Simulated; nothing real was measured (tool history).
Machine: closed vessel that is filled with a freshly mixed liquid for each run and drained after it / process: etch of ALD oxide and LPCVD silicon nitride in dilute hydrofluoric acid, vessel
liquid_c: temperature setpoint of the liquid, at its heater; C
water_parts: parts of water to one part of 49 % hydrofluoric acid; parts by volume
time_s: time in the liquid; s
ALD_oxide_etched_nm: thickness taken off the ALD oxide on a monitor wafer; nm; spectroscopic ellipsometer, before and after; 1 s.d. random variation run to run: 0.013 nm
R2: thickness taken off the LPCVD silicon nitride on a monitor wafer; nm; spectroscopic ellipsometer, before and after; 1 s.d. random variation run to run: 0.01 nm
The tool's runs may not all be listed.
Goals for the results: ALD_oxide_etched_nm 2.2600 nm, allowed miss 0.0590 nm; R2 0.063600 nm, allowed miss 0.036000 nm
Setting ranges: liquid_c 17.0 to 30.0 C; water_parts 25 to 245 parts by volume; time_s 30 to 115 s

run 1 hour=0.0 | liquid_c=22.0 water_parts=135 time_s=60 | ALD_oxide_etched_nm=8.5074 R2=0.184120
run 2 hour=0.7 | liquid_c=25.0 water_parts=135 time_s=60 | ALD_oxide_etched_nm=9.6454 R2=0.194450
run 3 hour=1.5 | liquid_c=25.0 water_parts=135 time_s=40 | ALD_oxide_etched_nm=6.4104 R2=0.148390
run 4 hour=6.9 | liquid_c=28.0 water_parts=135 time_s=40 | ALD_oxide_etched_nm=7.1071 R2=0.290760
run 5 hour=11.8 | liquid_c=27.5 water_parts=150 time_s=40 | ALD_oxide_etched_nm=6.1900 R2=0.187640
run 6 hour=13.6 | liquid_c=27.0 water_parts=165 time_s=40 | ALD_oxide_etched_nm=5.4251 R2=0.151720
run 7 hour=15.2 | liquid_c=23.0 water_parts=220 time_s=40 | ALD_oxide_etched_nm=3.2938 R2=0.095732
run 8 hour=16.0 | liquid_c=22.5 water_parts=225 time_s=40 | ALD_oxide_etched_nm=3.1804 R2=0.061865
run 9 hour=24.9 | liquid_c=22.5 water_parts=230 time_s=40 | ALD_oxide_etched_nm=3.0724 R2=0.113360
run 10 hour=28.1 | liquid_c=22.0 water_parts=230 time_s=40 | ALD_oxide_etched_nm=3.0337 R2=0.095207
run 11 hour=28.8 | liquid_c=21.5 water_parts=230 time_s=40 | ALD_oxide_etched_nm=2.9831 R2=0.101990
run 12 hour=32.2 | liquid_c=21.0 water_parts=230 time_s=40 | ALD_oxide_etched_nm=2.9051 R2=0.074464
-- hour=39.6 hydrofluoric acid flow meter replaced
run 13 hour=39.6 | liquid_c=20.5 water_parts=230 time_s=40 | ALD_oxide_etched_nm=2.5075 R2=0.067612
run 14 hour=45.5 | liquid_c=20.0 water_parts=230 time_s=40 | ALD_oxide_etched_nm=2.4934 R2=0.071528
run 15 hour=46.3 | liquid_c=19.5 water_parts=230 time_s=40 | ALD_oxide_etched_nm=2.4159 R2=0.075498
run 16 hour=52.3 | liquid_c=19.0 water_parts=230 time_s=40 | ALD_oxide_etched_nm=2.3811 R2=0.071715
run 17 hour=53.9 | liquid_c=18.5 water_parts=230 time_s=40 | ALD_oxide_etched_nm=2.3274 R2=0.065720

Which one of the following 4 next-run settings gets every result inside its allowed miss? There is exactly one.
run A hour=55.5 | liquid_c=18.0 water_parts=195 time_s=35 | ALD_oxide_etched_nm=? R2=?
run B hour=55.5 | liquid_c=17.5 water_parts=220 time_s=40 | ALD_oxide_etched_nm=? R2=?
run C hour=55.5 | liquid_c=19.5 water_parts=245 time_s=40 | ALD_oxide_etched_nm=? R2=?
run D hour=55.5 | liquid_c=17.0 water_parts=195 time_s=35 | ALD_oxide_etched_nm=? R2=?

move=A ALD_oxide_etched_nm=2.4481 R2=0.066759
move=B ALD_oxide_etched_nm=2.3760 R2=0.065715
move=C ALD_oxide_etched_nm=2.2523 R2=0.067587
move=D ALD_oxide_etched_nm=2.3527 R2=0.062417
A: further off than the last run
B: further off than the last run
C: all results in spec
D: further off than the last run
C meets every target.
